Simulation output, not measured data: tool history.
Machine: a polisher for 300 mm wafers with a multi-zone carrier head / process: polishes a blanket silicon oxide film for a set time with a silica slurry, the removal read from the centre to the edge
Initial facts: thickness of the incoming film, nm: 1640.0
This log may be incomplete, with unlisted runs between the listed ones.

run	hour	flow of slurry (ml/min)	pressure of the head's centre zone	pressure of the head's middle zone	pressure of the head's edge zone	abrasive content of the slurry	polishing time (s)	film removed at the wafer's centre (nm)	film removed at mid-radius (nm)	film removed at the wafer's edge (nm)
1	0	285	1	1	1	1	74	127.16	126.29	132.02
2	4.1	285	1	1.06	1	1	74	127.56	132.01	132.46
3	9.3	295	1.02	1.06	1	1.05	74	135.5	138.58	135.82
4	13.9	295	0.97	1.06	1	1.05	74	129.57	137.97	135.15
5	19.1	310	1	1.06	1	1.1	74	138.15	140.48	138.19
6	22.4	315	1.02	1.07	1.02	1.1	74	138.21	142.87	139.52
7	24.6	315	1.04	1.06	1.02	1.15	74	145.65	142.94	141.8
8	33.4	320	1.06	1.06	1.03	1.2	74	152.68	148.04	147.81
9	40.3	320	1.06	1.06	1.03	1.2	74	151.33	147.82	148.03
# hour 43.7: worn pad replaced by a new one
10	43.7	325	1.08	1.06	1.03	1.2	74	168.88	162.3	160.18
11	46.4	330	1.08	1.05	1.01	1.2	74	175.04	160.37	159.87

Predict the results of run 12:
12	52.2	335	1.08	1.05	1.01	1.15	74	?	?	?

film removed at the wafer's centre (nm): 168.3
film removed at mid-radius (nm): 155.84
film removed at the wafer's edge (nm): 157.28

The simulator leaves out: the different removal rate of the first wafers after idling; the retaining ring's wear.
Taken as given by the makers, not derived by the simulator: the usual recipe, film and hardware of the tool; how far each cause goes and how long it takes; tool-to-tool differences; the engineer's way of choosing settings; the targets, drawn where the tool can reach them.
